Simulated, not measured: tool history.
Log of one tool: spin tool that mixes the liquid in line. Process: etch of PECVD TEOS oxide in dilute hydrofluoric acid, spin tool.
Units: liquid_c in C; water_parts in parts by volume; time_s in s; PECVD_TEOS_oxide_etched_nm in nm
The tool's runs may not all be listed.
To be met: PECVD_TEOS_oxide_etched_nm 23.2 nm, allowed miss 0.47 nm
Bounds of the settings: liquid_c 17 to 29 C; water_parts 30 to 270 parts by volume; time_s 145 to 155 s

{"run": 1, "hour": 0.0, "liquid_c": 21, "water_parts": 150, "time_s": 145, "PECVD_TEOS_oxide_etched_nm": 15.052}
{"run": 2, "hour": 4.3, "liquid_c": 21, "water_parts": 200, "time_s": 145, "PECVD_TEOS_oxide_etched_nm": 10.78}
{"run": 3, "hour": 8.6, "liquid_c": 22, "water_parts": 190, "time_s": 145, "PECVD_TEOS_oxide_etched_nm": 11.914}
{"run": 4, "hour": 14.0, "liquid_c": 22, "water_parts": 190, "time_s": 145, "PECVD_TEOS_oxide_etched_nm": 11.802}
{"run": 5, "hour": 21.9, "liquid_c": 23, "water_parts": 180, "time_s": 145, "PECVD_TEOS_oxide_etched_nm": 13.177}
{"run": 6, "hour": 23.7, "liquid_c": 24, "water_parts": 170, "time_s": 145, "PECVD_TEOS_oxide_etched_nm": 14.599}
{"run": 7, "hour": 25.0, "liquid_c": 28, "water_parts": 120, "time_s": 145, "PECVD_TEOS_oxide_etched_nm": 25.438}
{"run": 8, "hour": 27.4, "liquid_c": 27.5, "water_parts": 120, "time_s": 145, "PECVD_TEOS_oxide_etched_nm": 25.202}
{"run": 9, "hour": 31.9, "liquid_c": 27, "water_parts": 120, "time_s": 145, "PECVD_TEOS_oxide_etched_nm": 24.66}
{"run": 10, "hour": 36.5, "liquid_c": 26, "water_parts": 120, "time_s": 145, "PECVD_TEOS_oxide_etched_nm": 23.605}

Which of these 5 next moves meets every target?
{"run": "A", "hour": 41.1, "liquid_c": 22, "water_parts": 105, "time_s": 150, "PECVD_TEOS_oxide_etched_nm": "?"}
{"run": "B", "hour": 41.1, "liquid_c": 24.5, "water_parts": 120, "time_s": 155, "PECVD_TEOS_oxide_etched_nm": "?"}
{"run": "C", "hour": 41.1, "liquid_c": 28, "water_parts": 130, "time_s": 145, "PECVD_TEOS_oxide_etched_nm": "?"}
{"run": "D", "hour": 41.1, "liquid_c": 26.5, "water_parts": 120, "time_s": 145, "PECVD_TEOS_oxide_etched_nm": "?"}
{"run": "E", "hour": 41.1, "liquid_c": 26, "water_parts": 125, "time_s": 155, "PECVD_TEOS_oxide_etched_nm": "?"}

move=A PECVD_TEOS_oxide_etched_nm=24.36
move=B PECVD_TEOS_oxide_etched_nm=23.886
move=C PECVD_TEOS_oxide_etched_nm=23.274
move=D PECVD_TEOS_oxide_etched_nm=24.133
move=E PECVD_TEOS_oxide_etched_nm=24.146
A: further off than the last run
B: further off than the last run
C: meets every target
D: further off than the last run
E: further off than the last run
The right move is C.

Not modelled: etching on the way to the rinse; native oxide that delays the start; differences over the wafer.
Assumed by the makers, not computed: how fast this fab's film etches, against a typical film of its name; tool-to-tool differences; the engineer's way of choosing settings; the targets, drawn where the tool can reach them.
